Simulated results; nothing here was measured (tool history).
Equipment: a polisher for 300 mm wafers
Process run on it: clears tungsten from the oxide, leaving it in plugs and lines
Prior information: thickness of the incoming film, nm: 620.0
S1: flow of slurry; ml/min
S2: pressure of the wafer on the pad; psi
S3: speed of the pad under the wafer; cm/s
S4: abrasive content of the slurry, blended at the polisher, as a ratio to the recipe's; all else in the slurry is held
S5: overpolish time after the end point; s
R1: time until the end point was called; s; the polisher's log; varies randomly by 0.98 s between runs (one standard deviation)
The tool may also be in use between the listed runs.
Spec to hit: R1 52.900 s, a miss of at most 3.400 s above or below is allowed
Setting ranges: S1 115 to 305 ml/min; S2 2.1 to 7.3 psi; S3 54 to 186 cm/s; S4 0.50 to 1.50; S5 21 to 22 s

{"run": 1, "hour": 0.0, "S1": 195, "S2": 4.7, "S3": 118, "S4": 1.0, "S5": 21, "R1": 68.484}
{"run": 2, "hour": 4.7, "S1": 160, "S2": 4.7, "S3": 118, "S4": 1.0, "S5": 21, "R1": 70.556}
{"run": 3, "hour": 7.4, "S1": 160, "S2": 5.0, "S3": 120, "S4": 1.0, "S5": 21, "R1": 69.11}
{"run": 4, "hour": 12.2, "S1": 160, "S2": 5.0, "S3": 120, "S4": 1.0, "S5": 21, "R1": 67.569}
{"run": 5, "hour": 12.9, "S1": 160, "S2": 4.4, "S3": 120, "S4": 1.0, "S5": 21, "R1": 72.718}
{"run": 6, "hour": 16.8, "S1": 160, "S2": 4.9, "S3": 124, "S4": 1.0, "S5": 21, "R1": 66.791}
{"run": 7, "hour": 18.0, "S1": 165, "S2": 5.2, "S3": 126, "S4": 1.0, "S5": 21, "R1": 62.611}
{"run": 8, "hour": 22.8, "S1": 165, "S2": 5.4, "S3": 128, "S4": 1.0, "S5": 21, "R1": 60.599}
{"run": 9, "hour": 25.5, "S1": 165, "S2": 5.6, "S3": 130, "S4": 1.0, "S5": 21, "R1": 58.367}

Consider the 5 candidate settings below. Which is the only one whose results all fall within their allowed miss of target?
{"run": "A", "hour": 28.2, "S1": 160, "S2": 6.3, "S3": 102, "S4": 0.7, "S5": 21, "R1": "?"}
{"run": "B", "hour": 28.2, "S1": 165, "S2": 5.1, "S3": 134, "S4": 1.0, "S5": 21, "R1": "?"}
{"run": "C", "hour": 28.2, "S1": 155, "S2": 5.0, "S3": 132, "S4": 0.9, "S5": 22, "R1": "?"}
{"run": "D", "hour": 28.2, "S1": 160, "S2": 5.4, "S3": 130, "S4": 1.05, "S5": 21, "R1": "?"}
{"run": "E", "hour": 28.2, "S1": 160, "S2": 5.3, "S3": 146, "S4": 1.1, "S5": 21, "R1": "?"}

move=A R1=69.370
move=B R1=60.876
move=C R1=63.960
move=D R1=59.720
move=E R1=54.383
A: further off than the last run
B: further off than the last run
C: further off than the last run
D: further off than the last run
E: meets every target
Correct choice: E, which meets every target

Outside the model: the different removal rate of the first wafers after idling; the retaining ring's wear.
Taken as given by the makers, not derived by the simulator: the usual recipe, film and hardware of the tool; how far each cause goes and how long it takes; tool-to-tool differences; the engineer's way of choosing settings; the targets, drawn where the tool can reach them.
